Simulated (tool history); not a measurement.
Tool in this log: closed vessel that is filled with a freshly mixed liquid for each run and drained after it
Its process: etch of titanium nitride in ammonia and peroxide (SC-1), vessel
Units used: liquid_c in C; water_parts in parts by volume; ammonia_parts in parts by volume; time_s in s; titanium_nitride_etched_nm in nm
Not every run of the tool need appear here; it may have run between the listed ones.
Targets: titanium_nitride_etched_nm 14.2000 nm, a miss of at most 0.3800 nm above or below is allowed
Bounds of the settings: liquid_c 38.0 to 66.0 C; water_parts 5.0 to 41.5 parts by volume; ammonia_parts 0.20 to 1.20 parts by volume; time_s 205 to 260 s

Run 1, day 0.000: liquid_c 50.0 C, water_parts 23.0 parts by volume, ammonia_parts 0.80 parts by volume, time_s 260 s. Result: titanium_nitride_etched_nm 6.8669 nm.
Run 2, day 0.050: liquid_c 52.5 C, water_parts 23.0 parts by volume, ammonia_parts 0.80 parts by volume, time_s 260 s. Result: titanium_nitride_etched_nm 8.1055 nm.
Run 3, day 0.225: liquid_c 47.0 C, water_parts 23.0 parts by volume, ammonia_parts 0.80 parts by volume, time_s 260 s. Result: titanium_nitride_etched_nm 5.5229 nm.
Run 4, day 0.358: liquid_c 47.0 C, water_parts 23.0 parts by volume, ammonia_parts 0.60 parts by volume, time_s 260 s. Result: titanium_nitride_etched_nm 5.2334 nm.
Run 5, day 0.638: liquid_c 52.5 C, water_parts 23.0 parts by volume, ammonia_parts 0.60 parts by volume, time_s 260 s. Result: titanium_nitride_etched_nm 7.7780 nm.
Run 6, day 0.946: liquid_c 52.5 C, water_parts 23.0 parts by volume, ammonia_parts 0.45 parts by volume, time_s 260 s. Result: titanium_nitride_etched_nm 7.3235 nm.
Run 7, day 1.121: liquid_c 55.0 C, water_parts 23.0 parts by volume, ammonia_parts 0.45 parts by volume, time_s 260 s. Result: titanium_nitride_etched_nm 8.6524 nm.
Run 8, day 1.354: liquid_c 55.0 C, water_parts 23.0 parts by volume, ammonia_parts 0.45 parts by volume, time_s 260 s. Result: titanium_nitride_etched_nm 8.6531 nm.
Run 9, day 1.675: liquid_c 63.0 C, water_parts 23.0 parts by volume, ammonia_parts 0.45 parts by volume, time_s 260 s. Result: titanium_nitride_etched_nm 14.7680 nm.

Exercise: of the 5 proposed moves below, exactly one satisfies all targets within the stated allowed misses. Which move is it?
Run A, day 1.996: liquid_c 65.0 C, water_parts 26.5 parts by volume, ammonia_parts 0.45 parts by volume, time_s 225 s. Result: titanium_nitride_etched_nm ?.
Run B, day 1.996: liquid_c 62.5 C, water_parts 21.0 parts by volume, ammonia_parts 0.35 parts by volume, time_s 260 s. Result: titanium_nitride_etched_nm ?.
Run C, day 1.996: liquid_c 65.5 C, water_parts 23.0 parts by volume, ammonia_parts 0.40 parts by volume, time_s 205 s. Result: titanium_nitride_etched_nm ?.
Run D, day 1.996: liquid_c 59.5 C, water_parts 10.0 parts by volume, ammonia_parts 0.55 parts by volume, time_s 205 s. Result: titanium_nitride_etched_nm ?.
Run E, day 1.996: liquid_c 65.0 C, water_parts 23.0 parts by volume, ammonia_parts 0.50 parts by volume, time_s 230 s. Result: titanium_nitride_etched_nm ?.

move  titanium_nitride_etched_nm
   A                     13.4030
   B                     14.3490
   C                     13.3580
   D                     15.1350
   E                     15.1440
A: moves the result that the last run missed by most past its target, out the other side
B: meets every target
C: moves the result that the last run missed by most past its target, out the other side
D: its largest miss is bigger than the last run's
E: its largest miss is bigger than the last run's
The move that meets every target is B.
